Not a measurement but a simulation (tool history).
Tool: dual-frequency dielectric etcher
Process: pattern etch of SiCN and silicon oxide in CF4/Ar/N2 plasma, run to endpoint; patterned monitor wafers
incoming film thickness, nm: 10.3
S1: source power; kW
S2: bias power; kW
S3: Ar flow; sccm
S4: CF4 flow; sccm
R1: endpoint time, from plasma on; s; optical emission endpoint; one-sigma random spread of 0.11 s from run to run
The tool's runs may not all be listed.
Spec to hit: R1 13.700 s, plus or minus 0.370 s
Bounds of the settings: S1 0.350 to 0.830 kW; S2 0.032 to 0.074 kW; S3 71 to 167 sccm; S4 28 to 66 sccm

Run 1, hour 0.0: S1 0.590 kW, S2 0.053 kW, S3 119 sccm, S4 47 sccm. Result: R1 10.693 s.
Run 2, hour 0.6: S1 0.590 kW, S2 0.062 kW, S3 119 sccm, S4 47 sccm. Result: R1 9.945 s.
Run 3, hour 9.6: S1 0.530 kW, S2 0.061 kW, S3 119 sccm, S4 47 sccm. Result: R1 10.866 s.
Run 4, hour 16.8: S1 0.530 kW, S2 0.061 kW, S3 119 sccm, S4 39 sccm. Result: R1 11.087 s.
Run 5, hour 20.1: S1 0.490 kW, S2 0.060 kW, S3 119 sccm, S4 39 sccm. Result: R1 11.618 s.
Run 6, hour 22.2: S1 0.450 kW, S2 0.059 kW, S3 119 sccm, S4 39 sccm. Result: R1 12.537 s.
At hour 28.1: bias power generator calibrated.
Run 7, hour 28.1: S1 0.430 kW, S2 0.059 kW, S3 119 sccm, S4 39 sccm. Result: R1 13.030 s.
Run 8, hour 33.8: S1 0.420 kW, S2 0.059 kW, S3 119 sccm, S4 39 sccm. Result: R1 13.056 s.

Which single option among these 4 for the next run brings every result within its allowed miss of target? Just one does.
Run A, hour 39.5: S1 0.470 kW, S2 0.047 kW, S3 111 sccm, S4 29 sccm. Result: R1 ?.
Run B, hour 39.5: S1 0.420 kW, S2 0.056 kW, S3 96 sccm, S4 43 sccm. Result: R1 ?.
Run C, hour 39.5: S1 0.400 kW, S2 0.052 kW, S3 122 sccm, S4 35 sccm. Result: R1 ?.
Run D, hour 39.5: S1 0.450 kW, S2 0.051 kW, S3 149 sccm, S4 43 sccm. Result: R1 ?.

move      R1
   A  14.296
   B  12.770
   C  14.471
   D  13.435
A: carries the result that was furthest off beyond its target, to the other side
B: lands further from the targets than the last run did
C: carries the result that was furthest off beyond its target, to the other side
D: all results in spec
D meets every target.
